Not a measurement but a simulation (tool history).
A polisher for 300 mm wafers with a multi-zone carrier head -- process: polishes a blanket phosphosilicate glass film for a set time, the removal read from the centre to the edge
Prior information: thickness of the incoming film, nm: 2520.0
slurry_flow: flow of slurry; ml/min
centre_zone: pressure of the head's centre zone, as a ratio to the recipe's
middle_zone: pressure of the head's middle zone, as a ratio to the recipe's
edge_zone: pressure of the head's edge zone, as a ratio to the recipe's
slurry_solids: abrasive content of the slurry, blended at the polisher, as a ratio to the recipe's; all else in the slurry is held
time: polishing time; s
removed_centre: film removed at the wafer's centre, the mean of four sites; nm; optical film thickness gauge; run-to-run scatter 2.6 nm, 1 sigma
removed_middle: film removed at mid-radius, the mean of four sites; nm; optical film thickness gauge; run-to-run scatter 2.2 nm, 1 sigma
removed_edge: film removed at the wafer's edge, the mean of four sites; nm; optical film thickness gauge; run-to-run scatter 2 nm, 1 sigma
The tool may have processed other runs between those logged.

run,hour,slurry_flow,centre_zone,middle_zone,edge_zone,slurry_solids,time,removed_centre,removed_middle,removed_edge
1,0,185,1,1,1,1,80,442.84,418.72,423.72
2,2,185,1,1,1,1,95,544.22,500.47,499.71
3,5.2,185,1,1,1,1,107,592.98,563.99,571.14
4,12.2,175,0.97,1.02,1,0.9,99,525.69,510.02,497.85
5,16.8,145,0.97,1.02,1,0.9,99,493.25,485.38,489.83
6,22.4,140,0.94,1.04,1.01,0.85,92,434.45,444.61,437.03
7,30.5,110,0.84,1.14,1.11,0.6,70,240.06,296.14,293.34
# hour 37.1: centre zone pressure recalibrated
8,37.1,110,0.84,1.14,1.09,0.6,70,223.35,295.56,287.39
9,37.7,115,0.86,1.14,1.07,0.6,70,227.36,301.32,291.99
10,39.7,115,0.96,1.14,0.97,0.5,65,212.03,258.21,237.65
11,43,125,0.95,1.14,0.98,0.5,65,219.76,266.86,242.06
12,51.4,130,0.94,1.14,0.99,0.5,65,222.65,268.82,244.8
13,53.1,135,0.93,1.14,1,0.5,65,226.51,270.98,249.25
14,58.2,135,0.93,1.14,1,0.5,65,221.31,268.65,251.53
15,65.1,140,0.93,1.15,1,0.5,65,224.17,272.57,252.12

Run 16 is up next; what results do you expect?
16,72.8,145,0.93,1.15,1,0.5,65,?,?,?

{"run 16": {"removed_centre": 229.15, "removed_middle": 278.86, "removed_edge": 250.25}}
